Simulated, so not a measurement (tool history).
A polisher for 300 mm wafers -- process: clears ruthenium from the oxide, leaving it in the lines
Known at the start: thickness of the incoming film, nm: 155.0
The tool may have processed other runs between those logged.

| run | hour | flow of slurry (ml/min) | pressure of the wafer on the pad (psi) | speed of the pad under the wafer (cm/s) | overpolish time after the end point (s) | time until the end point was called (s) |
|---|---|---|---|---|---|---|
| 1 | 0.0 | 245 | 2.2 | 122 | 9 | 118.110 |
| 2 | 6.5 | 245 | 2.2 | 134 | 9 | 107.920 |
| 3 | 9.3 | 245 | 2.5 | 134 | 9 | 96.234 |
| 4 | 17.8 | 245 | 2.1 | 126 | 9 | 115.320 |
| 5 | 19.1 | 240 | 1.8 | 114 | 9 | 151.850 |
| 6 | 21.0 | 240 | 1.8 | 114 | 7 | 153.100 |
| 7 | 23.5 | 240 | 1.6 | 112 | 7 | 176.240 |
| 8 | 26.0 | 240 | 1.5 | 112 | 7 | 182.530 |

Run 9 comes next. What will it give?
| 9 | 29.9 | 240 | 1.4 | 112 | 7 | ? |

Run 9 gave time until the end point was called (s) 199.140.
